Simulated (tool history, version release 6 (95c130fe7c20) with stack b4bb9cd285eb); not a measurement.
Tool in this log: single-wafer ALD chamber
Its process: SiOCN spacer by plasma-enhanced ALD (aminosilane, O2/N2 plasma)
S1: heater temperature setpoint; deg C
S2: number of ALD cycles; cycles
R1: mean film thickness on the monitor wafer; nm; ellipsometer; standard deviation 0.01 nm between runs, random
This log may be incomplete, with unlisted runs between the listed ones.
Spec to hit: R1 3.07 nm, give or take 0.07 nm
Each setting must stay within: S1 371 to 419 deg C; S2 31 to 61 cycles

{"run": 1, "day": 0.0, "S1": 395, "S2": 46, "R1": 2.5498}
{"run": 2, "day": 0.325, "S1": 391, "S2": 46, "R1": 2.5333}
{"run": 3, "day": 0.45, "S1": 391, "S2": 48, "R1": 2.6545}
{"run": 4, "day": 0.621, "S1": 391, "S2": 52, "R1": 2.8689}
{"run": 5, "day": 0.95, "S1": 391, "S2": 46, "R1": 2.5223}
{"run": 6, "day": 1.188, "S1": 391, "S2": 51, "R1": 2.793}
{"run": 7, "day": 1.208, "S1": 391, "S2": 52, "R1": 2.8553}
{"run": 8, "day": 1.425, "S1": 391, "S2": 53, "R1": 2.9288}
{"run": 9, "day": 1.771, "S1": 391, "S2": 54, "R1": 2.9652}

4 candidate next runs follow, results not yet known. Just one meets every target within its allowed miss. Identify it.
{"run": "A", "day": 2.117, "S1": 371, "S2": 56, "R1": "?"}
{"run": "B", "day": 2.117, "S1": 391, "S2": 50, "R1": "?"}
{"run": "C", "day": 2.117, "S1": 386, "S2": 51, "R1": "?"}
{"run": "D", "day": 2.117, "S1": 389, "S2": 53, "R1": "?"}

move=A R1=3.1083
move=B R1=2.7753
move=C R1=2.8308
move=D R1=2.9418
A: meets every target
B: misses by more than the last run did
C: misses by more than the last run did
D: misses by more than the last run did
Answer: A
